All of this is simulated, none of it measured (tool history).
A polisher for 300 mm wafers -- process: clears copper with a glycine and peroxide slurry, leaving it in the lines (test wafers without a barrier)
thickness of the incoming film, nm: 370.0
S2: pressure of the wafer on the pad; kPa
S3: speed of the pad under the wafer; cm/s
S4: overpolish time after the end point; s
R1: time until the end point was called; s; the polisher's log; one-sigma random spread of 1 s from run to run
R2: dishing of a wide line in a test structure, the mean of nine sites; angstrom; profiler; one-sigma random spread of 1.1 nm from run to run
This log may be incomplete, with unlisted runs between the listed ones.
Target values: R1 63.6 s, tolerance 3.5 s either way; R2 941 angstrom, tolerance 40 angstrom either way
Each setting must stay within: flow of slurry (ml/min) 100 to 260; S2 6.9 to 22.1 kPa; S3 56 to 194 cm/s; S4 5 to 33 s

{"run": 1, "day": 0.0, "flow of slurry (ml/min)": 165, "S2": 14.5, "S3": 124, "S4": 17, "R1": 64.172, "R2": 645.28}
{"run": 2, "day": 0.062, "flow of slurry (ml/min)": 160, "S2": 14.5, "S3": 122, "S4": 19, "R1": 67.14, "R2": 682.39}
{"run": 3, "day": 0.262, "flow of slurry (ml/min)": 160, "S2": 14.5, "S3": 96, "S4": 19, "R1": 78.54, "R2": 601.04}
{"run": 4, "day": 0.388, "flow of slurry (ml/min)": 160, "S2": 14.5, "S3": 96, "S4": 23, "R1": 81.588, "R2": 674.46}
{"day": 0.446, "done": "worn pad replaced by a new one"}
{"run": 5, "day": 0.446, "flow of slurry (ml/min)": 175, "S2": 14.5, "S3": 96, "S4": 23, "R1": 71.669, "R2": 732.45}
{"run": 6, "day": 0.688, "flow of slurry (ml/min)": 175, "S2": 14.5, "S3": 114, "S4": 23, "R1": 63.338, "R2": 790.24}
{"run": 7, "day": 0.746, "flow of slurry (ml/min)": 170, "S2": 14.5, "S3": 114, "S4": 24, "R1": 64.853, "R2": 808.73}
{"run": 8, "day": 1.05, "flow of slurry (ml/min)": 170, "S2": 14.5, "S3": 114, "S4": 25, "R1": 64.271, "R2": 823.08}

5 candidate next runs follow, results not yet known. Just one meets every target within its allowed miss. Identify it.
{"run": "A", "day": 1.354, "flow of slurry (ml/min)": 150, "S2": 15.2, "S3": 110, "S4": 18, "R1": "?", "R2": "?"}
{"run": "B", "day": 1.354, "flow of slurry (ml/min)": 165, "S2": 16.5, "S3": 100, "S4": 30, "R1": "?", "R2": "?"}
{"run": "C", "day": 1.354, "flow of slurry (ml/min)": 155, "S2": 13.8, "S3": 114, "S4": 18, "R1": "?", "R2": "?"}
{"run": "D", "day": 1.354, "flow of slurry (ml/min)": 225, "S2": 8.3, "S3": 166, "S4": 21, "R1": "?", "R2": "?"}
{"run": "E", "day": 1.354, "flow of slurry (ml/min)": 165, "S2": 15.2, "S3": 112, "S4": 19, "R1": "?", "R2": "?"}

move=A R1=66.551 R2=658.39
move=B R1=66.411 R2=943.18
move=C R1=68.661 R2=638.88
move=D R1=67.304 R2=682.74
move=E R1=64.465 R2=700.55
A: moves away from the targets compared with the last run
B: in spec on every target
C: moves away from the targets compared with the last run
D: moves away from the targets compared with the last run
E: moves away from the targets compared with the last run
So the answer is move B, the one that meets all the targets.
